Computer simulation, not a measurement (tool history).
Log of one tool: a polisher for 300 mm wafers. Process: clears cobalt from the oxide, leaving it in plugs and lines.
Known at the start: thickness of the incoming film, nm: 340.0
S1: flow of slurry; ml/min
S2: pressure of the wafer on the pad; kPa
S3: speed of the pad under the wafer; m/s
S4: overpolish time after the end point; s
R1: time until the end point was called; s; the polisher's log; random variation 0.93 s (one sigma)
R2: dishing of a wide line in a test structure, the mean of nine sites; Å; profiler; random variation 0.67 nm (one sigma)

run	day	S1	S2	S3	S4	R1	R2
1	0.000	230	14.5	0.88	21	87.656	514.21
2	0.200	230	11.7	0.88	21	104.080	470.16
3	0.267	230	11.7	0.98	21	101.210	481.45
4	0.367	230	11.7	0.98	29	99.372	578.56
5	0.692	230	11.7	1.08	29	89.815	604.08
6	0.808	230	11.7	1.20	29	86.113	618.49
7	0.829	230	11.7	1.20	29	83.965	620.08

Forecast run 8:
8	0.979	230	12.4	1.22	26	?	?

{"run 8": {"R1": 79.106, "R2": 599.92}}

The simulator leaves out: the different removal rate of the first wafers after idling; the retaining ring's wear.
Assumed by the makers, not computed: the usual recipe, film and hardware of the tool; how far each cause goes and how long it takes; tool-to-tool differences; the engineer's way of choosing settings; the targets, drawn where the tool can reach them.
